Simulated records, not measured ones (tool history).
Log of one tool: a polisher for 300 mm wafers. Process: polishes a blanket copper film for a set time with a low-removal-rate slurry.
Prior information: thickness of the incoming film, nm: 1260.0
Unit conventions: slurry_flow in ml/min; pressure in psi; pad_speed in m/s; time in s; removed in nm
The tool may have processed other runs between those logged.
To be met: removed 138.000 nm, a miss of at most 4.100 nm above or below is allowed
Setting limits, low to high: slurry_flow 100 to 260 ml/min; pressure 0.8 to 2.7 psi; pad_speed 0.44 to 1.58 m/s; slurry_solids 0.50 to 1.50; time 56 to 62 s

{"run": 1, "hour": 0.0, "slurry_flow": 165, "pressure": 1.7, "pad_speed": 1.0, "slurry_solids": 1.0, "time": 62, "removed": 111.69}
{"run": 2, "hour": 5.0, "slurry_flow": 165, "pressure": 1.7, "pad_speed": 1.18, "slurry_solids": 1.0, "time": 62, "removed": 131.55}
{"run": 3, "hour": 9.2, "slurry_flow": 165, "pressure": 2.0, "pad_speed": 1.18, "slurry_solids": 1.0, "time": 62, "removed": 152.92}
{"run": 4, "hour": 9.8, "slurry_flow": 165, "pressure": 1.6, "pad_speed": 1.18, "slurry_solids": 1.0, "time": 62, "removed": 123.53}
{"run": 5, "hour": 18.1, "slurry_flow": 165, "pressure": 1.6, "pad_speed": 1.18, "slurry_solids": 1.0, "time": 56, "removed": 110.97}
{"run": 6, "hour": 20.2, "slurry_flow": 165, "pressure": 1.4, "pad_speed": 1.18, "slurry_solids": 1.0, "time": 56, "removed": 98.713}
{"run": 7, "hour": 26.1, "slurry_flow": 170, "pressure": 1.5, "pad_speed": 1.18, "slurry_solids": 1.0, "time": 56, "removed": 104.22}
{"run": 8, "hour": 33.6, "slurry_flow": 170, "pressure": 1.5, "pad_speed": 1.18, "slurry_solids": 1.0, "time": 56, "removed": 105.47}
{"hour": 37.8, "done": "slurry nozzle cleaned"}
{"run": 9, "hour": 37.8, "slurry_flow": 170, "pressure": 1.6, "pad_speed": 1.18, "slurry_solids": 1.0, "time": 56, "removed": 119.77}

5 candidate next runs follow, results not yet known. Just one meets every target within its allowed miss. Identify it.
{"run": "A", "hour": 42.0, "slurry_flow": 170, "pressure": 1.6, "pad_speed": 1.18, "slurry_solids": 0.75, "time": 57, "removed": "?"}
{"run": "B", "hour": 42.0, "slurry_flow": 130, "pressure": 2.0, "pad_speed": 1.1, "slurry_solids": 1.2, "time": 56, "removed": "?"}
{"run": "C", "hour": 42.0, "slurry_flow": 145, "pressure": 1.5, "pad_speed": 1.0, "slurry_solids": 1.15, "time": 56, "removed": "?"}
{"run": "D", "hour": 42.0, "slurry_flow": 155, "pressure": 1.5, "pad_speed": 1.18, "slurry_solids": 1.0, "time": 56, "removed": "?"}
{"run": "E", "hour": 42.0, "slurry_flow": 115, "pressure": 1.9, "pad_speed": 1.44, "slurry_solids": 0.75, "time": 56, "removed": "?"}

move=A removed=112.210
move=B removed=138.680
move=C removed=96.972
move=D removed=110.930
move=E removed=145.460
A: its largest miss is bigger than the last run's
B: hits every target within its allowed miss
C: its largest miss is bigger than the last run's
D: its largest miss is bigger than the last run's
E: takes the result that was furthest off past its target
B meets every target.
